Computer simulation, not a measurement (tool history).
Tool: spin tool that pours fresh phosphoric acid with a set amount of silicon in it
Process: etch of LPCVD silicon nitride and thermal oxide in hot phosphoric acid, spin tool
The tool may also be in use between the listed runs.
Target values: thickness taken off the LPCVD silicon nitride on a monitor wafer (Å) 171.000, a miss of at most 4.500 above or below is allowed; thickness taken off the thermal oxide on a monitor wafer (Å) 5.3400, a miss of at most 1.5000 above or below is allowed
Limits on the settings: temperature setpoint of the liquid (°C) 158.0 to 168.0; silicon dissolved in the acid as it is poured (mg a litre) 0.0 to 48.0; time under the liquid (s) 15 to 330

run    day  temperature setpoint of the liquid (°C)  silicon dissolved in the acid as it is poured (mg a litre)  time under the liquid (s)  thickness taken off the LPCVD silicon nitride on a monitor wafer (Å)  thickness taken off the thermal oxide on a monitor wafer (Å)
  1  0.000                                    163.0                                                        21.0                        170                                                               151.500                                                        3.8228
  2  0.038                                    162.0                                                        21.0                        170                                                               146.250                                                        2.8053
  3  0.283                                    162.5                                                        21.5                        170                                                               149.090                                                        3.3653
  4  0.371                                    162.5                                                        21.5                        100                                                                87.005                                                        1.9639
  5  0.558                                    163.0                                                        22.0                        115                                                               101.350                                                        2.3276
  6  0.679                                    165.0                                                        22.0                        115                                                               109.540                                                        2.9169
  7  0.700                                    167.5                                                        22.0                        185                                                               189.030                                                        5.6900
  8  0.838                                    167.0                                                        21.0                        185                                                               190.060                                                        5.0142
  9  1.079                                    166.5                                                        19.0                        185                                                               186.460                                                        5.3037

Of the 5 settings listed for the next run, only one would bring every result within its allowed miss of target. Which one?
  A  1.321                                    166.0                                                        23.5                        205                                                                     ?                                                             ?
  B  1.321                                    166.0                                                        25.0                        205                                                                     ?                                                             ?
  C  1.321                                    167.0                                                        16.5                        170                                                                     ?                                                             ?
  D  1.321                                    167.5                                                        25.0                        195                                                                     ?                                                             ?
  E  1.321                                    165.5                                                        25.5                        165                                                                     ?                                                             ?

move  thickness taken off the LPCVD silicon nitride on a monitor wafer (Å)  thickness taken off the thermal oxide on a monitor wafer (Å)
   A                                                               200.720                                                        4.5605
   B                                                               200.720                                                        4.3433
   C                                                               171.970                                                        4.9670
   D                                                               200.480                                                        4.6015
   E                                                               158.930                                                        3.3157
A: further off than the last run
B: further off than the last run
C: meets every target
D: further off than the last run
E: pushes the last run's worst result past its target
Answer: C
